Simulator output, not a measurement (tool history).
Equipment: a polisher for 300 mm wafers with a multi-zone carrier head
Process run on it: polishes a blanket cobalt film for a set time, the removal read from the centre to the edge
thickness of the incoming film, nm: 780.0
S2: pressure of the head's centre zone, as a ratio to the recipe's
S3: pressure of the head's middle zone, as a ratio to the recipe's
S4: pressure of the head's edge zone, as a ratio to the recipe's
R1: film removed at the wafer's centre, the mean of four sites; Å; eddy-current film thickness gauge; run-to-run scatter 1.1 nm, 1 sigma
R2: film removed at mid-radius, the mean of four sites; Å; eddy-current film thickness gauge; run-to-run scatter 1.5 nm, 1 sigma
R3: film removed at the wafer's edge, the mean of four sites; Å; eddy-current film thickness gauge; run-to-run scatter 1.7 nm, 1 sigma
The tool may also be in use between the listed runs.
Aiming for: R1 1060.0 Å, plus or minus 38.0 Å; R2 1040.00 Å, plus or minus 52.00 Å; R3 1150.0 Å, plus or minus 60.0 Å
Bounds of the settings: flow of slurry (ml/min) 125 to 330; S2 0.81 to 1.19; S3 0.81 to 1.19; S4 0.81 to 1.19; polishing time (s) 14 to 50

Run 1, hour 0.0: flow of slurry (ml/min) 210, S2 1.00, S3 1.00, S4 1.00, polishing time (s) 32. Result: R1 1362.0 Å, R2 1360.50 Å, R3 1342.5 Å.
Run 2, hour 3.9: flow of slurry (ml/min) 205, S2 0.99, S3 0.98, S4 1.00, polishing time (s) 32. Result: R1 1347.9 Å, R2 1326.80 Å, R3 1358.2 Å.
Run 3, hour 12.1: flow of slurry (ml/min) 205, S2 0.99, S3 0.98, S4 0.93, polishing time (s) 32. Result: R1 1353.8 Å, R2 1353.80 Å, R3 1346.7 Å.
Run 4, hour 20.2: flow of slurry (ml/min) 205, S2 0.99, S3 1.04, S4 0.93, polishing time (s) 32. Result: R1 1377.4 Å, R2 1408.00 Å, R3 1353.0 Å.
Run 5, hour 21.1: flow of slurry (ml/min) 205, S2 0.99, S3 1.04, S4 0.93, polishing time (s) 29. Result: R1 1192.0 Å, R2 1253.60 Å, R3 1214.4 Å.
Run 6, hour 28.1: flow of slurry (ml/min) 205, S2 0.99, S3 1.04, S4 1.01, polishing time (s) 29. Result: R1 1234.7 Å, R2 1233.00 Å, R3 1236.9 Å.
Run 7, hour 29.8: flow of slurry (ml/min) 200, S2 0.98, S3 1.03, S4 1.02, polishing time (s) 29. Result: R1 1226.5 Å, R2 1271.10 Å, R3 1246.3 Å.
Run 8, hour 31.9: flow of slurry (ml/min) 200, S2 0.98, S3 1.01, S4 1.02, polishing time (s) 29. Result: R1 1225.4 Å, R2 1214.40 Å, R3 1229.6 Å.
Run 9, hour 33.9: flow of slurry (ml/min) 200, S2 0.97, S3 1.00, S4 1.02, polishing time (s) 29. Result: R1 1200.0 Å, R2 1189.40 Å, R3 1269.2 Å.
Run 10, hour 37.5: flow of slurry (ml/min) 200, S2 0.97, S3 1.00, S4 1.02, polishing time (s) 27. Result: R1 1113.4 Å, R2 1114.30 Å, R3 1178.1 Å.

Of the 5 settings listed for the next run, only one would bring every result within its allowed miss of target. Which one?
Run A, hour 41.1: flow of slurry (ml/min) 210, S2 0.91, S3 1.03, S4 0.97, polishing time (s) 28. Result: R1 ?, R2 ?, R3 ?.
Run B, hour 41.1: flow of slurry (ml/min) 165, S2 0.84, S3 0.94, S4 1.07, polishing time (s) 31. Result: R1 ?, R2 ?, R3 ?.
Run C, hour 41.1: flow of slurry (ml/min) 220, S2 0.84, S3 0.81, S4 1.10, polishing time (s) 29. Result: R1 ?, R2 ?, R3 ?.
Run D, hour 41.1: flow of slurry (ml/min) 255, S2 0.93, S3 0.91, S4 1.02, polishing time (s) 26. Result: R1 ?, R2 ?, R3 ?.
Run E, hour 41.1: flow of slurry (ml/min) 240, S2 1.04, S3 0.88, S4 1.07, polishing time (s) 26. Result: R1 ?, R2 ?, R3 ?.

move      R1       R2      R3
   A  1094.3  1197.90  1186.6
   B  1065.1  1180.50  1328.7
   C  1051.9  1030.60  1306.7
   D  1068.7  1032.70  1149.3
   E  1185.9   997.18  1166.8
A: its largest miss is bigger than the last run's
B: its largest miss is bigger than the last run's
C: corrects the largest miss of the last run, while another result sits out of spec
D: every result within its allowed miss
E: corrects the largest miss of the last run, while another result sits out of spec
D is the move that brings every result within its allowed miss.
